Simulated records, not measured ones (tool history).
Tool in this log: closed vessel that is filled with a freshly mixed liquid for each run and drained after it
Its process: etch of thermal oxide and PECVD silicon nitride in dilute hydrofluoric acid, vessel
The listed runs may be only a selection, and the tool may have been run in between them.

run  hour  temperature setpoint of the liquid (K)  parts of water to one part of 49 % hydrofluoric acid (parts by volume)  time in the liquid (s)  thickness taken off the thermal oxide on a monitor wafer (nm)  thickness taken off the PECVD silicon nitride on a monitor wafer (nm)
  1   0.0                                  296.15                                                                      45                     105                                                        11.6310                                                                 4.3067
  2   4.9                                  296.15                                                                      45                      85                                                         9.3715                                                                 3.4861
  3  14.1                                  296.15                                                                      45                     120                                                        13.2000                                                                 4.9899
  4  21.5                                  296.65                                                                      45                     120                                                        13.6150                                                                 5.1573
  5  27.3                                  296.65                                                                      45                      80                                                         9.0849                                                                 3.4082
  6  29.0                                  296.65                                                                      50                      80                                                         8.0963                                                                 3.0580

Run 7 comes next. What will it give?
  7  36.9                                  297.15                                                                      45                      80                                                              ?                                                                      ?

{"run 7": {"thickness taken off the thermal oxide on a monitor wafer (nm)": 9.3108, "thickness taken off the PECVD silicon nitride on a monitor wafer (nm)": 3.5382}}
